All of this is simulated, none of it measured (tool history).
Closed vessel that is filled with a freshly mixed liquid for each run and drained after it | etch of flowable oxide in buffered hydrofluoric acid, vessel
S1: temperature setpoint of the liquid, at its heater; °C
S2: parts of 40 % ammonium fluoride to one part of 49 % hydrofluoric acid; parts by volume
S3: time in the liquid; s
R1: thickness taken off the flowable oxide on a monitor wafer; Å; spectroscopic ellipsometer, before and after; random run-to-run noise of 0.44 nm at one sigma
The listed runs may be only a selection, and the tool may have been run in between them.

{"run": 1, "hour": 0.0, "S1": 23.0, "S2": 13.5, "S3": 30, "R1": 547.85}
{"run": 2, "hour": 0.7, "S1": 24.0, "S2": 12.5, "S3": 30, "R1": 628.25}
{"run": 3, "hour": 8.9, "S1": 25.0, "S2": 12.0, "S3": 30, "R1": 690.41}
{"run": 4, "hour": 16.5, "S1": 25.0, "S2": 9.0, "S3": 30, "R1": 877.94}
{"run": 5, "hour": 21.5, "S1": 25.0, "S2": 11.5, "S3": 30, "R1": 718.55}
{"run": 6, "hour": 26.2, "S1": 25.0, "S2": 13.5, "S3": 30, "R1": 611.13}
{"run": 7, "hour": 31.0, "S1": 25.5, "S2": 13.0, "S3": 30, "R1": 649.73}
{"run": 8, "hour": 36.0, "S1": 26.0, "S2": 12.5, "S3": 30, "R1": 700.35}
{"run": 9, "hour": 37.2, "S1": 26.5, "S2": 12.0, "S3": 30, "R1": 745.39}
{"run": 10, "hour": 39.3, "S1": 27.0, "S2": 11.5, "S3": 30, "R1": 800.43}

For run 11, what comes out?
{"run": 11, "hour": 44.7, "S1": 27.5, "S2": 11.0, "S3": 30, "R1": "?"}

{"run 11": {"R1": 857.96}}
